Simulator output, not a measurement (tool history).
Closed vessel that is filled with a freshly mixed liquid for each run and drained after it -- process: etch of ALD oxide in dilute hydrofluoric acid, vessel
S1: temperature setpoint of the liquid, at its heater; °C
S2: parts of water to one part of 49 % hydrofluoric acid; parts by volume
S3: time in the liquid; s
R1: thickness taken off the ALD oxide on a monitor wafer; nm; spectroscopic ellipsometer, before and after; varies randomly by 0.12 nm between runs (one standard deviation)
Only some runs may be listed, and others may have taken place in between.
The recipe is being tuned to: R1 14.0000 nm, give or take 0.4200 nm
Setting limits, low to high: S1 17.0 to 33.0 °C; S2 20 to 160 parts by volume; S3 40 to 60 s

{"run": 1, "hour": 0.0, "S1": 25.0, "S2": 90, "S3": 60, "R1": 17.24}
{"run": 2, "hour": 7.6, "S1": 24.5, "S2": 90, "S3": 60, "R1": 16.603}
{"run": 3, "hour": 13.4, "S1": 24.5, "S2": 90, "S3": 40, "R1": 11.181}
{"run": 4, "hour": 16.9, "S1": 24.5, "S2": 120, "S3": 40, "R1": 8.0447}
{"run": 5, "hour": 19.4, "S1": 24.5, "S2": 120, "S3": 60, "R1": 12.078}
{"run": 6, "hour": 22.3, "S1": 24.5, "S2": 135, "S3": 60, "R1": 10.404}
{"run": 7, "hour": 29.9, "S1": 25.5, "S2": 135, "S3": 60, "R1": 11.157}
{"run": 8, "hour": 31.8, "S1": 26.0, "S2": 135, "S3": 60, "R1": 11.117}
{"run": 9, "hour": 34.6, "S1": 26.5, "S2": 135, "S3": 60, "R1": 11.241}
{"run": 10, "hour": 42.9, "S1": 27.0, "S2": 135, "S3": 60, "R1": 11.772}
{"run": 11, "hour": 45.1, "S1": 27.5, "S2": 135, "S3": 60, "R1": 11.778}
{"run": 12, "hour": 54.4, "S1": 28.0, "S2": 135, "S3": 60, "R1": 12.064}
{"run": 13, "hour": 60.8, "S1": 28.5, "S2": 135, "S3": 60, "R1": 12.222}
{"run": 14, "hour": 63.0, "S1": 29.0, "S2": 135, "S3": 60, "R1": 12.582}
{"run": 15, "hour": 68.7, "S1": 29.5, "S2": 135, "S3": 60, "R1": 12.61}
{"run": 16, "hour": 73.4, "S1": 29.5, "S2": 135, "S3": 60, "R1": 12.664}

4 candidate next runs follow, results not yet known. Just one meets every target within its allowed miss. Identify it.
{"run": "A", "hour": 78.1, "S1": 30.5, "S2": 115, "S3": 50, "R1": "?"}
{"run": "B", "hour": 78.1, "S1": 32.5, "S2": 145, "S3": 60, "R1": "?"}
{"run": "C", "hour": 78.1, "S1": 24.0, "S2": 105, "S3": 60, "R1": "?"}
{"run": "D", "hour": 78.1, "S1": 31.0, "S2": 135, "S3": 55, "R1": "?"}

move=A R1=13.3970
move=B R1=13.1410
move=C R1=13.9210
move=D R1=12.4360
A: an improvement on the last run, though not all results are within tolerance
B: an improvement on the last run, though not all results are within tolerance
C: every result within its allowed miss
D: lands further from the targets than the last run did
The right move is C.

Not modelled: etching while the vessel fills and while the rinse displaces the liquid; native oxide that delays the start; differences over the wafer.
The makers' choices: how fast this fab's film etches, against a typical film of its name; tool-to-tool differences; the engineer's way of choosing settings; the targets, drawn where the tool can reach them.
